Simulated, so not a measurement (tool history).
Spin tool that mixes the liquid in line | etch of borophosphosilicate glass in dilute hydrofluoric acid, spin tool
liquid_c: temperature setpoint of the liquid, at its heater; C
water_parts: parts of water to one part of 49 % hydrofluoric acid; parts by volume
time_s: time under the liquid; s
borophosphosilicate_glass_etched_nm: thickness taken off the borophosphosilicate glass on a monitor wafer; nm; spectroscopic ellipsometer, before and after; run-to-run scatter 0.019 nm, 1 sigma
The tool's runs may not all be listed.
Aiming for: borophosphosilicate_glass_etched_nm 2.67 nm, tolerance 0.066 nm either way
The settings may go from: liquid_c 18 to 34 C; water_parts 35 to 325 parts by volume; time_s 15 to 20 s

run    day  liquid_c  water_parts  time_s  borophosphosilicate_glass_etched_nm
  1      0        26          180      20                               3.3075
  2  0.067        25          180      20                               3.2129
  3  0.162        24          180      20                               3.1046
  4  0.383      23.5          180      20                               3.0052
  5  0.588      23.5          120      20                               4.7857
  6  0.917      22.5          130      20                               4.2303
  7  1.004        22          135      20                               3.9934
  8   1.35      21.5          140      20                               3.6924
  9  1.575      21.5          140      20                               3.6767
 10  1.692        18          175      20                               2.5123

Which single option among these 4 for the next run brings every result within its allowed miss of target? Just one does.
  A  1.808      18.5          160      20                                    ?
  B  1.808      18.5          170      20                                    ?
  C  1.808      19.5          165      20                                    ?
  D  1.808        18          135      15                                    ?

move  borophosphosilicate_glass_etched_nm
   A                               2.8566
   B                               2.6622
   C                               2.8684
   D                               2.5513
A: carries the result that was furthest off beyond its target, to the other side
B: every result lands within tolerance
C: carries the result that was furthest off beyond its target, to the other side
D: moves toward the targets from the last run without getting all of them in spec
Go with B: it meets all targets.

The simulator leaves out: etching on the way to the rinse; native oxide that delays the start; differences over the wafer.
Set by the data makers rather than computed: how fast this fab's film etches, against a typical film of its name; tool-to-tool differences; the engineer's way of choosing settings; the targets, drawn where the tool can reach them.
